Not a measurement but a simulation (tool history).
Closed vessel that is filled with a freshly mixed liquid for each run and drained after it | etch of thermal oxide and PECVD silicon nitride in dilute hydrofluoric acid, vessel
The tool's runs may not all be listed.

| run | hour | temperature setpoint of the liquid (°C) | parts of water to one part of 49 % hydrofluoric acid (parts by volume) | time in the liquid (s) | thickness taken off the thermal oxide on a monitor wafer (nm) | thickness taken off the PECVD silicon nitride on a monitor wafer (nm) |
|---|---|---|---|---|---|---|
| 1 | 0 | 25 | 95 | 170 | 9.7384 | 8.2333 |
| 2 | 1.8 | 25 | 95 | 135 | 7.6559 | 6.5079 |
| 3 | 8.3 | 25 | 115 | 135 | 6.2885 | 5.4242 |
| 4 | 16.8 | 24.5 | 120 | 135 | 5.8906 | 5.0048 |
| 5 | 21.7 | 24.5 | 90 | 135 | 7.9834 | 6.6565 |
| 6 | 30.3 | 24.5 | 90 | 105 | 6.2998 | 5.243 |
| 7 | 37.7 | 24 | 100 | 105 | 5.4946 | 4.4621 |

Forecast run 8:
| 8 | 43.2 | 24 | 105 | 105 | ? | ? |

{"run 8": {"thickness taken off the thermal oxide on a monitor wafer (nm)": 5.1439, "thickness taken off the PECVD silicon nitride on a monitor wafer (nm)": 4.3319}}

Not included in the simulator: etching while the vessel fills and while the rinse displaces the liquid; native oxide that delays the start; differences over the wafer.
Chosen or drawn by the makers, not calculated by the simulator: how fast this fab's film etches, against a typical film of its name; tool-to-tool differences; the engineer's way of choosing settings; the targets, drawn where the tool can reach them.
